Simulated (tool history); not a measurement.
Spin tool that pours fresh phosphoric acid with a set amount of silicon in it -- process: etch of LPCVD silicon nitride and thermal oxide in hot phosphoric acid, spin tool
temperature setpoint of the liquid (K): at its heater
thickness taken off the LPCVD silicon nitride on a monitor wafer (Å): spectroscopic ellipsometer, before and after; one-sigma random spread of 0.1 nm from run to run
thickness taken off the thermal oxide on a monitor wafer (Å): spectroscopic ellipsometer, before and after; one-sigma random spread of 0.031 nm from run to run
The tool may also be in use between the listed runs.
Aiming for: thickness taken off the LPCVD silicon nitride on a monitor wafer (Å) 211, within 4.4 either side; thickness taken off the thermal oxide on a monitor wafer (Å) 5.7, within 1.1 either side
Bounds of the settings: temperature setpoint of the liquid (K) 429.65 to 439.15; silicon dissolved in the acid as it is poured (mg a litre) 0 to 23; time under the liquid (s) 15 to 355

| run | hour | temperature setpoint of the liquid (K) | silicon dissolved in the acid as it is poured (mg a litre) | time under the liquid (s) | thickness taken off the LPCVD silicon nitride on a monitor wafer (Å) | thickness taken off the thermal oxide on a monitor wafer (Å) |
|---|---|---|---|---|---|---|
| 1 | 0 | 434.15 | 10 | 180 | 139.83 | 3.6874 |
| 2 | 7.2 | 434.15 | 10 | 150 | 116.29 | 3.242 |
| 3 | 9.1 | 434.15 | 10 | 225 | 175.02 | 4.9665 |
| 4 | 13.5 | 434.15 | 4.5 | 225 | 176.31 | 5.4116 |
| 5 | 22.2 | 434.15 | 7 | 225 | 175.72 | 5.3356 |
| 6 | 28.4 | 432.15 | 7 | 225 | 162.96 | 4.1137 |
| 7 | 30.3 | 433.15 | 10 | 230 | 173.62 | 5.1818 |
| 8 | 35.2 | 433.65 | 7.5 | 235 | 178.04 | 4.6071 |
| 9 | 41.2 | 434.15 | 8.5 | 240 | 184.35 | 5.2799 |

Which of these 4 next moves meets every target?
| A | 47.2 | 439.15 | 0 | 220 | ? | ? |
| B | 47.2 | 436.65 | 1 | 250 | ? | ? |
| C | 47.2 | 432.15 | 19 | 275 | ? | ? |
| D | 47.2 | 430.65 | 6.5 | 305 | ? | ? |

| move | thickness taken off the LPCVD silicon nitride on a monitor wafer (Å) | thickness taken off the thermal oxide on a monitor wafer (Å) |
|---|---|---|
| A | 202.79 | 8.4895 |
| B | 212.14 | 7.8918 |
| C | 200.59 | 4.1448 |
| D | 211.38 | 5.5323 |
A: better than the last run, though not everything is in spec
B: the furthest-off result lands on target, but another misses its tolerance
C: better than the last run, though not everything is in spec
D: hits every target within its allowed miss
D is the move that brings every result within its allowed miss.
